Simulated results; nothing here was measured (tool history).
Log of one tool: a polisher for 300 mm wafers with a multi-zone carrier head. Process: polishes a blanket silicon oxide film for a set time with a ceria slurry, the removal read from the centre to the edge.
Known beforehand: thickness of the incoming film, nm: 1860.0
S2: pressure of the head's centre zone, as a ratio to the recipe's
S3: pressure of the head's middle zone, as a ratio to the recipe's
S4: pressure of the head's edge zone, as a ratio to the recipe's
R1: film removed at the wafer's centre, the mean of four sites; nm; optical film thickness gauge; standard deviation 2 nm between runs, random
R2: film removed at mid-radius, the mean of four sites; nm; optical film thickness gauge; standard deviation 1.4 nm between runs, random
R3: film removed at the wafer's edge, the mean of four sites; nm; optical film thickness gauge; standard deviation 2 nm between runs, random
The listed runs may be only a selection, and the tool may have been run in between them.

Run 1, day 0.000: flow of slurry (ml/min) 245, S2 1.00, S3 1.00, S4 1.00, polishing time (s) 65. Result: R1 223.77 nm, R2 221.56 nm, R3 226.47 nm.
Run 2, day 0.212: flow of slurry (ml/min) 245, S2 1.00, S3 1.00, S4 0.96, polishing time (s) 65. Result: R1 217.11 nm, R2 225.06 nm, R3 223.60 nm.
Run 3, day 0.421: flow of slurry (ml/min) 245, S2 1.00, S3 1.00, S4 0.91, polishing time (s) 65. Result: R1 216.49 nm, R2 221.24 nm, R3 213.47 nm.
Run 4, day 0.575: flow of slurry (ml/min) 275, S2 1.00, S3 1.00, S4 0.91, polishing time (s) 65. Result: R1 224.70 nm, R2 225.60 nm, R3 215.19 nm.
Run 5, day 0.808: flow of slurry (ml/min) 275, S2 1.07, S3 1.00, S4 0.91, polishing time (s) 65. Result: R1 244.86 nm, R2 222.82 nm, R3 219.64 nm.
Run 6, day 1.025: flow of slurry (ml/min) 275, S2 1.07, S3 1.00, S4 0.98, polishing time (s) 65. Result: R1 248.91 nm, R2 223.69 nm, R3 232.59 nm.
Run 7, day 1.212: flow of slurry (ml/min) 265, S2 1.05, S3 0.98, S4 0.99, polishing time (s) 63. Result: R1 231.17 nm, R2 211.01 nm, R3 222.47 nm.
Run 8, day 1.529: flow of slurry (ml/min) 200, S2 0.95, S3 0.88, S4 1.03, polishing time (s) 50. Result: R1 157.11 nm, R2 147.35 nm, R3 171.54 nm.
Run 9, day 1.854: flow of slurry (ml/min) 195, S2 0.94, S3 0.88, S4 1.04, polishing time (s) 50. Result: R1 151.56 nm, R2 146.19 nm, R3 173.80 nm.
At day 1.946: edge zone pressure recalibrated.
Run 10, day 1.946: flow of slurry (ml/min) 195, S2 0.93, S3 0.88, S4 1.04, polishing time (s) 50. Result: R1 152.85 nm, R2 147.31 nm, R3 167.13 nm.
Run 11, day 2.108: flow of slurry (ml/min) 190, S2 0.92, S3 0.88, S4 1.06, polishing time (s) 50. Result: R1 155.06 nm, R2 145.86 nm, R3 168.27 nm.
Run 12, day 2.375: flow of slurry (ml/min) 190, S2 0.92, S3 0.88, S4 1.06, polishing time (s) 50. Result: R1 151.50 nm, R2 145.19 nm, R3 167.27 nm.

Run 13, settings as shown, results not yet in. Your forecast:
Run 13, day 2.638: flow of slurry (ml/min) 190, S2 0.92, S3 0.88, S4 1.06, polishing time (s) 50. Result: R1 ?, R2 ?, R3 ?.

{"run 13": {"R1": 151.2, "R2": 147.17, "R3": 169.07}}
